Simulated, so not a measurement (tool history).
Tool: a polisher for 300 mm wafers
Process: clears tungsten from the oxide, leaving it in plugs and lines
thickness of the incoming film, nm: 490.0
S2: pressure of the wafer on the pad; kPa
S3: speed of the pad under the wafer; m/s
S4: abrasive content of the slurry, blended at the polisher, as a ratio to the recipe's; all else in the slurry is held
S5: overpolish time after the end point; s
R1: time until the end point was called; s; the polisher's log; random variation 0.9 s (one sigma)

run 1 day=0 | flow_of_slurry_(ml/min)=310 S2=28.3 S3=0.98 S4=1 S5=12 | R1=102.43
run 2 day=0.221 | flow_of_slurry_(ml/min)=360 S2=28.3 S3=0.98 S4=1 S5=12 | R1=99.287
run 3 day=0.571 | flow_of_slurry_(ml/min)=365 S2=30.3 S3=0.98 S4=1 S5=12 | R1=93.072
run 4 day=0.942 | flow_of_slurry_(ml/min)=365 S2=31.7 S3=0.98 S4=1 S5=12 | R1=90.984
run 5 day=1.192 | flow_of_slurry_(ml/min)=365 S2=33.1 S3=0.98 S4=1 S5=12 | R1=86.367
run 6 day=1.542 | flow_of_slurry_(ml/min)=365 S2=33.1 S3=0.98 S4=1 S5=13 | R1=89.499
run 7 day=1.683 | flow_of_slurry_(ml/min)=365 S2=34.5 S3=0.98 S4=1 S5=13 | R1=85.851

Forecast run 8:
run 8 day=1.804 | flow_of_slurry_(ml/min)=370 S2=35.2 S3=0.98 S4=1 S5=13 | R1=?

R1: 82.374 s

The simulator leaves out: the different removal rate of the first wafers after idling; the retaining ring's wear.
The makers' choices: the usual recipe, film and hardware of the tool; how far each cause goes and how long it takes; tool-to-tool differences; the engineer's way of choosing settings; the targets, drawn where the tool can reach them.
